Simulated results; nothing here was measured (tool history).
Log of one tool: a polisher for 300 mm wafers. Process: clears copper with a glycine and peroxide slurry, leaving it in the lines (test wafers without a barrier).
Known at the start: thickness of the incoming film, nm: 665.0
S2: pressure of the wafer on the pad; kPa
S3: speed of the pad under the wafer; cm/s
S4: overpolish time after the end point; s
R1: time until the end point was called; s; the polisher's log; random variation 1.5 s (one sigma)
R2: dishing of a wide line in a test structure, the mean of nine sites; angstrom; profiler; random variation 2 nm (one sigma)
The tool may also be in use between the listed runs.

{"run": 1, "day": 0.0, "flow of slurry (ml/min)": 130, "S2": 15.9, "S3": 106, "S4": 24, "R1": 127.68, "R2": 676.7}
{"run": 2, "day": 0.112, "flow of slurry (ml/min)": 130, "S2": 13.8, "S3": 106, "S4": 24, "R1": 140.1, "R2": 630.0}
{"run": 3, "day": 0.246, "flow of slurry (ml/min)": 150, "S2": 13.8, "S3": 106, "S4": 24, "R1": 138.3, "R2": 622.84}
{"run": 4, "day": 0.271, "flow of slurry (ml/min)": 165, "S2": 13.8, "S3": 106, "S4": 24, "R1": 134.09, "R2": 622.2}
{"run": 5, "day": 0.375, "flow of slurry (ml/min)": 165, "S2": 15.2, "S3": 106, "S4": 25, "R1": 125.91, "R2": 676.07}
{"run": 6, "day": 0.454, "flow of slurry (ml/min)": 165, "S2": 17.2, "S3": 106, "S4": 25, "R1": 114.96, "R2": 747.57}
{"run": 7, "day": 0.625, "flow of slurry (ml/min)": 165, "S2": 17.2, "S3": 106, "S4": 25, "R1": 114.43, "R2": 770.06}
{"run": 8, "day": 0.658, "flow of slurry (ml/min)": 165, "S2": 17.9, "S3": 106, "S4": 26, "R1": 110.07, "R2": 835.71}

Run 9 comes next. What will it give?
{"run": 9, "day": 0.921, "flow of slurry (ml/min)": 165, "S2": 18.6, "S3": 106, "S4": 26, "R1": "?", "R2": "?"}

Run 9 gave R1 107.28 s, R2 808.51 angstrom.
